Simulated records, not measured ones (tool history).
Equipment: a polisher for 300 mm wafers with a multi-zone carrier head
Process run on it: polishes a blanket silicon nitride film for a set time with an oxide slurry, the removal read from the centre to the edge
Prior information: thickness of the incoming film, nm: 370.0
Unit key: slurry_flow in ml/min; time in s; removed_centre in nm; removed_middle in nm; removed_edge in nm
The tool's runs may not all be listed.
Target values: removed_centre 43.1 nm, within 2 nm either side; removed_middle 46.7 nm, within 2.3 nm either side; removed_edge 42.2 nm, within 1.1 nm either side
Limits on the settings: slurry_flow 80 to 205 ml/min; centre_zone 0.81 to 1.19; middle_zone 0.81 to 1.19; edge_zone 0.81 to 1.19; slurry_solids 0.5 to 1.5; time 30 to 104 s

run	day	slurry_flow	centre_zone	middle_zone	edge_zone	slurry_solids	time	removed_centre	removed_middle	removed_edge
1	0	135	1	1	1	1	67	34.283	35.096	34.264
2	0.238	145	1.01	1.04	1.03	1.05	67	36.128	37.782	35.579
3	0.55	155	1.01	1.06	1.06	1.1	67	35.871	37.742	37.183
4	0.738	155	1.02	1.09	1.05	1.2	67	37.435	40.194	38.065
5	1.054	160	1.03	1.11	1.05	1.25	67	39.273	41.86	39.42
6	1.125	160	0.97	1.11	1.05	1.25	67	37.134	42.256	39.547
7	1.271	195	1.06	1.16	1.07	1.3	67	42.731	47.311	40.896
8	1.575	195	1.06	1.15	1.08	1.3	67	41.287	45.752	40.478

Of the 4 settings listed for the next run, only one would bring every result within its allowed miss of target. Which one?
A	1.879	195	1.06	1.16	1.07	1.3	69	?	?	?
B	1.879	200	0.99	1.07	1.04	1.2	76	?	?	?
C	1.879	200	0.9	1.12	1.19	1.45	68	?	?	?
D	1.879	195	0.86	1.19	1.09	1.25	75	?	?	?

move	removed_centre	removed_middle	removed_edge
A	43.359	45.991	42.03
B	43.394	46.037	44.457
C	37.796	45.897	45.605
D	37.631	50.422	45.429
A: all results land within tolerance of their targets
B: carries the result that was furthest off beyond its target, to the other side
C: carries the result that was furthest off beyond its target, to the other side
D: carries the result that was furthest off beyond its target, to the other side
So the answer is move A, the one that meets all the targets.
